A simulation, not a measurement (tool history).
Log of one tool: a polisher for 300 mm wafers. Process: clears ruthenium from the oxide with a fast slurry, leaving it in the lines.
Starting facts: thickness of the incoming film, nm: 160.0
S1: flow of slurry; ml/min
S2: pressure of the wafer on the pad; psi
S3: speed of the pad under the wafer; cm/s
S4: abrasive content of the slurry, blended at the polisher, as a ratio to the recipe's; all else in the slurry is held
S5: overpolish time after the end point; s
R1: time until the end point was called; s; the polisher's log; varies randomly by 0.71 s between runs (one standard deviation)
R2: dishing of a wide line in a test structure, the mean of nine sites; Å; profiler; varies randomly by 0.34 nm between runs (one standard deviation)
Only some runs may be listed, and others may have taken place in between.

Run 1, hour 0.0: S1 205 ml/min, S2 2.4 psi, S3 122 cm/s, S4 1.00, S5 17 s. Result: R1 29.754 s, R2 626.98 Å.
Run 2, hour 3.8: S1 205 ml/min, S2 2.4 psi, S3 122 cm/s, S4 1.00, S5 24 s. Result: R1 30.384 s, R2 732.24 Å.
Run 3, hour 11.4: S1 205 ml/min, S2 2.4 psi, S3 122 cm/s, S4 0.85, S5 24 s. Result: R1 32.632 s, R2 725.25 Å.
Run 4, hour 15.1: S1 245 ml/min, S2 2.4 psi, S3 122 cm/s, S4 0.85, S5 24 s. Result: R1 31.620 s, R2 703.88 Å.
Run 5, hour 16.8: S1 245 ml/min, S2 2.4 psi, S3 122 cm/s, S4 1.00, S5 24 s. Result: R1 29.121 s, R2 754.79 Å.
Run 6, hour 22.2: S1 245 ml/min, S2 2.4 psi, S3 122 cm/s, S4 0.85, S5 24 s. Result: R1 31.620 s, R2 725.22 Å.

Predict the results of run 7:
Run 7, hour 23.5: S1 265 ml/min, S2 2.0 psi, S3 102 cm/s, S4 1.05, S5 19 s. Result: R1 ?, R2 ?.

{"run 7": {"R1": 40.31, "R2": 519.36}}

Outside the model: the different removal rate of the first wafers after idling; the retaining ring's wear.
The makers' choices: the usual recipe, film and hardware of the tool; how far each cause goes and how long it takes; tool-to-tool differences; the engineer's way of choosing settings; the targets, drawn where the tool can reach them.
